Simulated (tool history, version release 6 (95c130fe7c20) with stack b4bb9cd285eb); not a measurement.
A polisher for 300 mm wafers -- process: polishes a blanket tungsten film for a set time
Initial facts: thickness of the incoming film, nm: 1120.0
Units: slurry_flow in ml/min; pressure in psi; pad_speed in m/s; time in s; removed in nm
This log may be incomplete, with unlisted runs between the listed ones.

{"run": 1, "hour": 0.0, "slurry_flow": 235, "pressure": 3.5, "pad_speed": 1.4, "slurry_solids": 1, "time": 42, "removed": 218.08}
{"run": 2, "hour": 3.8, "slurry_flow": 235, "pressure": 3.4, "pad_speed": 1.4, "slurry_solids": 1, "time": 42, "removed": 216.44}
{"run": 3, "hour": 7.2, "slurry_flow": 235, "pressure": 3.4, "pad_speed": 1.72, "slurry_solids": 1, "time": 42, "removed": 251.42}
{"run": 4, "hour": 14.8, "slurry_flow": 280, "pressure": 3.4, "pad_speed": 1.72, "slurry_solids": 1, "time": 42, "removed": 263.15}
{"run": 5, "hour": 22.8, "slurry_flow": 280, "pressure": 3.7, "pad_speed": 1.72, "slurry_solids": 1, "time": 42, "removed": 281.54}
{"run": 6, "hour": 28.7, "slurry_flow": 280, "pressure": 3.4, "pad_speed": 1.7, "slurry_solids": 1, "time": 42, "removed": 254.42}

The next listed run, before its measurement:
{"run": 7, "hour": 37.0, "slurry_flow": 280, "pressure": 2.4, "pad_speed": 1.64, "slurry_solids": 1, "time": 42, "removed": "?"}

removed: 179.43 nm
